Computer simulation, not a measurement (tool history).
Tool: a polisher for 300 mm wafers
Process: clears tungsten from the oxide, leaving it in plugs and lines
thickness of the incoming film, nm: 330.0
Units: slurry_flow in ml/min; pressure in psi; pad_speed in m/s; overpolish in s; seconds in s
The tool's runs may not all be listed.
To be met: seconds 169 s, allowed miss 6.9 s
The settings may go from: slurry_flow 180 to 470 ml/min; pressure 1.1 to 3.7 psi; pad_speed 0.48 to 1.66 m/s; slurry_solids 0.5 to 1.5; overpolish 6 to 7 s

{"run": 1, "day": 0.0, "slurry_flow": 300, "pressure": 2.4, "pad_speed": 1.06, "slurry_solids": 1, "overpolish": 7, "seconds": 115.76}
{"run": 2, "day": 0.354, "slurry_flow": 230, "pressure": 2.4, "pad_speed": 1.06, "slurry_solids": 1, "overpolish": 7, "seconds": 116.2}
{"run": 3, "day": 0.571, "slurry_flow": 230, "pressure": 2.9, "pad_speed": 1.06, "slurry_solids": 1, "overpolish": 7, "seconds": 98.291}
{"run": 4, "day": 0.754, "slurry_flow": 230, "pressure": 2.9, "pad_speed": 1.2, "slurry_solids": 1, "overpolish": 7, "seconds": 90.005}
{"run": 5, "day": 0.908, "slurry_flow": 230, "pressure": 2.9, "pad_speed": 1.2, "slurry_solids": 1, "overpolish": 7, "seconds": 88.412}
{"run": 6, "day": 1.05, "slurry_flow": 230, "pressure": 2.9, "pad_speed": 1.02, "slurry_solids": 1, "overpolish": 7, "seconds": 100.7}
{"run": 7, "day": 1.079, "slurry_flow": 230, "pressure": 2.5, "pad_speed": 1, "slurry_solids": 1, "overpolish": 7, "seconds": 120.46}
{"run": 8, "day": 1.188, "slurry_flow": 230, "pressure": 2.3, "pad_speed": 1, "slurry_solids": 1, "overpolish": 7, "seconds": 129.94}
{"run": 9, "day": 1.554, "slurry_flow": 230, "pressure": 2.1, "pad_speed": 1, "slurry_solids": 1, "overpolish": 7, "seconds": 143.96}
{"run": 10, "day": 1.879, "slurry_flow": 230, "pressure": 1.7, "pad_speed": 0.98, "slurry_solids": 1, "overpolish": 7, "seconds": 183.18}
{"run": 11, "day": 2.212, "slurry_flow": 235, "pressure": 1.7, "pad_speed": 0.98, "slurry_solids": 1, "overpolish": 7, "seconds": 172.9}
{"run": 12, "day": 2.404, "slurry_flow": 245, "pressure": 1.7, "pad_speed": 0.98, "slurry_solids": 1, "overpolish": 7, "seconds": 182.29}

Which of these 4 next moves meets every target?
{"run": "A", "day": 2.596, "slurry_flow": 280, "pressure": 1.6, "pad_speed": 0.96, "slurry_solids": 1.05, "overpolish": 7, "seconds": "?"}
{"run": "B", "day": 2.596, "slurry_flow": 185, "pressure": 1.8, "pad_speed": 1.02, "slurry_solids": 0.95, "overpolish": 7, "seconds": "?"}
{"run": "C", "day": 2.596, "slurry_flow": 180, "pressure": 1.8, "pad_speed": 0.94, "slurry_solids": 1, "overpolish": 6, "seconds": "?"}
{"run": "D", "day": 2.596, "slurry_flow": 245, "pressure": 1.6, "pad_speed": 1.02, "slurry_solids": 1, "overpolish": 7, "seconds": "?"}

move=A seconds=188.31
move=B seconds=174.36
move=C seconds=185.45
move=D seconds=183.96
A: further off than the last run
B: meets every target
C: further off than the last run
D: further off than the last run
The right move is B.
